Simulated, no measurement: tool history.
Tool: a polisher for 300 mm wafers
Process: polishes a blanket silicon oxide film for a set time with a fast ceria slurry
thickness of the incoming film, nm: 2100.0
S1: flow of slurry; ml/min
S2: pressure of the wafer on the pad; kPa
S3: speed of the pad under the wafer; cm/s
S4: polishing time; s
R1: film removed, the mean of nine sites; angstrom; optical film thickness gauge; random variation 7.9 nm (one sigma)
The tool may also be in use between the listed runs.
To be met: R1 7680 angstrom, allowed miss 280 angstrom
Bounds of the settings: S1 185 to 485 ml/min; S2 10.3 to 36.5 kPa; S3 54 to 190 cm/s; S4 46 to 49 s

run	hour	S1	S2	S3	S4	R1
1	0	310	23.4	122	46	11509
2	4.6	310	19.3	122	46	9535.2
3	6.6	310	18.6	122	46	9297.2
4	7.3	310	18.6	122	49	9922.4
5	15.7	310	15.2	122	49	8288.6
6	23.1	310	15.2	122	49	8254.6
7	28.5	310	13.1	122	49	7306.6
8	36	310	13.1	122	49	7191

Which of these 5 next moves meets every target?
A	43.5	360	22.1	84	46	?
B	43.5	240	16.5	102	46	?
C	43.5	250	11	138	47	?
D	43.5	225	13.8	106	49	?
E	43.5	335	10.3	142	47	?

move	R1
A	7737.2
B	6769
C	6619.9
D	6312
E	6767.1
A: meets every target
B: further off than the last run
C: further off than the last run
D: further off than the last run
E: further off than the last run
The right move is A.
